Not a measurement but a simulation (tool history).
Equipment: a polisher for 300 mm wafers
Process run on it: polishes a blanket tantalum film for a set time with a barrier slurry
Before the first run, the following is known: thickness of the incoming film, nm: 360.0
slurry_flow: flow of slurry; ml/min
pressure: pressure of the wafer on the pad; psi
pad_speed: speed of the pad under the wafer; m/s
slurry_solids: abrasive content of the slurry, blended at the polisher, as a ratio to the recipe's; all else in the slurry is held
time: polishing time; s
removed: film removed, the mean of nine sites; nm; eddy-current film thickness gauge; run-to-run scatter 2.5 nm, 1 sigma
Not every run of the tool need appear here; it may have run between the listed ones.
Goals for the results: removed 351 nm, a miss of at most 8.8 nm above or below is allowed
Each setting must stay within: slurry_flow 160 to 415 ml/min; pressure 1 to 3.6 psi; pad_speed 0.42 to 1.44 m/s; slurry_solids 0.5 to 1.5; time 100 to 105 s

run    day  slurry_flow  pressure  pad_speed  slurry_solids  time  removed
  1      0          265       2.3       0.92              1   100   204.51
  2  0.133          270       2.7       0.92              1   100   239.46
  3  0.396          275         3       0.92              1   100   260.05
  4  0.638          275       3.2       0.96              1   100   288.84
  5  0.829          275       3.2       0.96              1   100   287.98
  6  1.121          275       3.2       0.96            1.2   100   299.15
  7  1.262          275       3.3       0.96            1.2   100   310.89
  8  1.592          275       3.4       0.96            1.2   100   314.92
  9    1.7          280       3.5       0.98            1.2   100   336.26
 10  1.804          285       3.5       0.98            1.2   100    333.6

Of the 5 settings listed for the next run, only one would bring every result within its allowed miss of target. Which one?
  A  1.908          290       3.5       0.96            1.1   100        ?
  B  1.908          295       3.6       0.88           1.25   102        ?
  C  1.908          260       3.6        0.9           1.15   100        ?
  D  1.908          295       3.6       0.86            1.2   105        ?
  E  1.908          315       3.6       0.96            1.1   105        ?

move  removed
   A   321.65
   B   320.06
   C    309.9
   D   318.97
   E   349.12
A: lands further from the targets than the last run did
B: lands further from the targets than the last run did
C: lands further from the targets than the last run did
D: lands further from the targets than the last run did
E: meets every target
The move that meets every target is E.
